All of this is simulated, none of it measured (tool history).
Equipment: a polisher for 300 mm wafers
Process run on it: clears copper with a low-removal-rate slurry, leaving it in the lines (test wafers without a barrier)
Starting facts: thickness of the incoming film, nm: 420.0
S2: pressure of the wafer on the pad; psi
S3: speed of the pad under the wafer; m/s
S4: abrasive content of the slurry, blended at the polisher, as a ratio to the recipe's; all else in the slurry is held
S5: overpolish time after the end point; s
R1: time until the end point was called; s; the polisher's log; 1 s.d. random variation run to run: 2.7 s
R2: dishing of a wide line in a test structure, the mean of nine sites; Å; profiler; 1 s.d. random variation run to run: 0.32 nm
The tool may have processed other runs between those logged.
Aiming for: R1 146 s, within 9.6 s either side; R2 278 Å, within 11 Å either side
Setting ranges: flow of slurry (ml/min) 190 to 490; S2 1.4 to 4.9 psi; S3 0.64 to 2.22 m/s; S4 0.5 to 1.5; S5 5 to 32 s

run 1 hour=0 | flow_of_slurry_(ml/min)=315 S2=3.1 S3=1.42 S4=1 S5=16 | R1=76.309 R2=555.13
run 2 hour=2 | flow_of_slurry_(ml/min)=315 S2=3.1 S3=1.42 S4=0.9 S5=16 | R1=76.404 R2=539.08
run 3 hour=10.9 | flow_of_slurry_(ml/min)=315 S2=3.5 S3=1.42 S4=0.9 S5=16 | R1=68.58 R2=592.52
run 4 hour=13.9 | flow_of_slurry_(ml/min)=350 S2=3.5 S3=1.42 S4=0.9 S5=16 | R1=68.302 R2=596.64
run 5 hour=14.9 | flow_of_slurry_(ml/min)=350 S2=3.2 S3=1.36 S4=0.9 S5=16 | R1=79.028 R2=554.69
run 6 hour=23.6 | flow_of_slurry_(ml/min)=340 S2=3 S3=1.32 S4=0.9 S5=15 | R1=84.748 R2=476.25
run 7 hour=27.6 | flow_of_slurry_(ml/min)=340 S2=2.8 S3=1.3 S4=0.9 S5=15 | R1=91.35 R2=442.22
run 8 hour=35 | flow_of_slurry_(ml/min)=340 S2=2.6 S3=1.28 S4=0.9 S5=15 | R1=99.979 R2=414.66
run 9 hour=39.5 | flow_of_slurry_(ml/min)=340 S2=2.4 S3=1.28 S4=0.9 S5=15 | R1=107.93 R2=384.91
run 10 hour=43.3 | flow_of_slurry_(ml/min)=340 S2=2.3 S3=1.28 S4=0.9 S5=15 | R1=109.1 R2=382.48
run 11 hour=45.9 | flow_of_slurry_(ml/min)=340 S2=2.2 S3=1.28 S4=0.9 S5=15 | R1=113.89 R2=363.6
run 12 hour=49.3 | flow_of_slurry_(ml/min)=340 S2=2.1 S3=1.28 S4=0.9 S5=15 | R1=123.67 R2=349.55
run 13 hour=50.5 | flow_of_slurry_(ml/min)=340 S2=2 S3=1.28 S4=0.9 S5=15 | R1=125.29 R2=337.76
run 14 hour=51.7 | flow_of_slurry_(ml/min)=340 S2=1.9 S3=1.28 S4=0.9 S5=15 | R1=138.56 R2=321.22

Exactly one of the 5 candidate moves below puts every result within its allowed miss. Which one?
run A hour=52.9 | flow_of_slurry_(ml/min)=400 S2=2.1 S3=1.18 S4=0.85 S5=18 | R1=? R2=?
run B hour=52.9 | flow_of_slurry_(ml/min)=310 S2=1.9 S3=1.14 S4=0.95 S5=14 | R1=? R2=?
run C hour=52.9 | flow_of_slurry_(ml/min)=450 S2=2 S3=1.16 S4=1.1 S5=18 | R1=? R2=?
run D hour=52.9 | flow_of_slurry_(ml/min)=275 S2=2.7 S3=0.9 S4=0.8 S5=18 | R1=? R2=?
run E hour=52.9 | flow_of_slurry_(ml/min)=335 S2=1.9 S3=1.4 S4=0.75 S5=16 | R1=? R2=?

move=A R1=131.39 R2=382.38
move=B R1=146.59 R2=279.05
move=C R1=128.72 R2=387.95
move=D R1=143.57 R2=358.89
move=E R1=127.61 R2=353.06
A: its largest miss is bigger than the last run's
B: every result lands within tolerance
C: its largest miss is bigger than the last run's
D: its largest miss is bigger than the last run's
E: its largest miss is bigger than the last run's
The move that meets every target is B.
